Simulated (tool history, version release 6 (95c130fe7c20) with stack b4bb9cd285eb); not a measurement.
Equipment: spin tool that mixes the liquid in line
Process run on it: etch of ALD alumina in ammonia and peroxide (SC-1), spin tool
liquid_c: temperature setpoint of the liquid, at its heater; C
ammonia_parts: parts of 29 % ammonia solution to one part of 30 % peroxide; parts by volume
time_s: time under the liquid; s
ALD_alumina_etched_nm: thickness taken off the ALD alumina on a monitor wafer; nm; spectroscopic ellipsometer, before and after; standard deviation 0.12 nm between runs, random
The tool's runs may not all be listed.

Run 1, hour 0.0: liquid_c 53.0 C, ammonia_parts 0.45 parts by volume, time_s 310 s. Result: ALD_alumina_etched_nm 25.431 nm.
Run 2, hour 6.1: liquid_c 57.0 C, ammonia_parts 0.45 parts by volume, time_s 310 s. Result: ALD_alumina_etched_nm 31.694 nm.
Run 3, hour 12.3: liquid_c 52.0 C, ammonia_parts 0.45 parts by volume, time_s 310 s. Result: ALD_alumina_etched_nm 24.163 nm.
Run 4, hour 16.7: liquid_c 51.0 C, ammonia_parts 0.45 parts by volume, time_s 310 s. Result: ALD_alumina_etched_nm 22.623 nm.
Run 5, hour 21.5: liquid_c 51.0 C, ammonia_parts 0.45 parts by volume, time_s 330 s. Result: ALD_alumina_etched_nm 23.939 nm.
Run 6, hour 26.4: liquid_c 46.0 C, ammonia_parts 0.45 parts by volume, time_s 330 s. Result: ALD_alumina_etched_nm 18.469 nm.
Run 7, hour 29.8: liquid_c 45.5 C, ammonia_parts 0.45 parts by volume, time_s 330 s. Result: ALD_alumina_etched_nm 17.611 nm.

Forecast run 8:
Run 8, hour 32.9: liquid_c 45.0 C, ammonia_parts 0.45 parts by volume, time_s 330 s. Result: ALD_alumina_etched_nm ?.

Run 8 measured ALD_alumina_etched_nm 17.281 nm.

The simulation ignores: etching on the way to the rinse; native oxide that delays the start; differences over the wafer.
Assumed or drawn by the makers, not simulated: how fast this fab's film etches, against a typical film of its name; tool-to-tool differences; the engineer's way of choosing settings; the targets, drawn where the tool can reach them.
